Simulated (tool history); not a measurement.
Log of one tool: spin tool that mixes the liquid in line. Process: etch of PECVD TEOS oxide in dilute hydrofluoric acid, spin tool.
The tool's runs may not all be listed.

run	hour	temperature setpoint of the liquid (°C)	parts of water to one part of 49 % hydrofluoric acid (parts by volume)	time under the liquid (s)	thickness taken off the PECVD TEOS oxide on a monitor wafer (angstrom)
1	0.0	22.0	260	95	66.446
2	4.2	21.0	265	95	63.153
3	7.2	20.0	270	95	59.352
4	9.2	19.5	275	95	56.218
5	15.8	19.5	205	95	81.459
6	17.3	23.0	205	95	91.872
7	19.9	22.0	225	95	79.806
8	21.5	21.0	240	95	70.318
9	26.9	20.0	250	95	63.717
10	30.4	19.5	255	95	62.487
11	32.8	19.0	260	95	59.663
12	41.7	18.5	265	95	57.117

The next listed run, before its measurement:
13	45.4	18.5	265	95	?

thickness taken off the PECVD TEOS oxide on a monitor wafer (angstrom): 57.730

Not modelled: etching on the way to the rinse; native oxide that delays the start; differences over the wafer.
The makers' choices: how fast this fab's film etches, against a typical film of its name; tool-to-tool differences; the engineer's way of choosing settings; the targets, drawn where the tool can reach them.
